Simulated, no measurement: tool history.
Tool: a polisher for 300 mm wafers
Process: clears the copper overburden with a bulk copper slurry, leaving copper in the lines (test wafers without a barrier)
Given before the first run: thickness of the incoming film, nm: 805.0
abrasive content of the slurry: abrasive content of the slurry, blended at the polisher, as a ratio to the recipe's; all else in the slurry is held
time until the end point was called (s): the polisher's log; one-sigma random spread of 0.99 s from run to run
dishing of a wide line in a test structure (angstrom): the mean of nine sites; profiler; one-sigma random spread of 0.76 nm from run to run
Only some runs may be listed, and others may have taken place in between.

run  hour  flow of slurry (ml/min)  pressure of the wafer on the pad (kPa)  speed of the pad under the wafer (m/s)  abrasive content of the slurry  overpolish time after the end point (s)  time until the end point was called (s)  dishing of a wide line in a test structure (angstrom)
  1     0                      270                                    19.3                                       1                               1                                       14                                   85.131                                                 334.89
  2   1.5                      270                                    15.2                                       1                               1                                       14                                   105.34                                                 308.57
  3   5.2                      270                                    15.9                                     1.1                               1                                       12                                   93.026                                                 314.37
  4  11.8                      210                                    15.9                                     1.1                               1                                       12                                    94.37                                                 310.95
  5  13.2                      200                                    17.2                                    1.18                               1                                       10                                   82.096                                                 305.32
  6  17.7                      200                                    18.6                                     1.2                               1                                        9                                   74.262                                                 293.77

For run 7, what comes out?
  7  20.1                      200                                      20                                    1.22                               1                                        9                                        ?                                                      ?

{"run 7": {"time until the end point was called (s)": 69.197, "dishing of a wide line in a test structure (angstrom)": 312.79}}
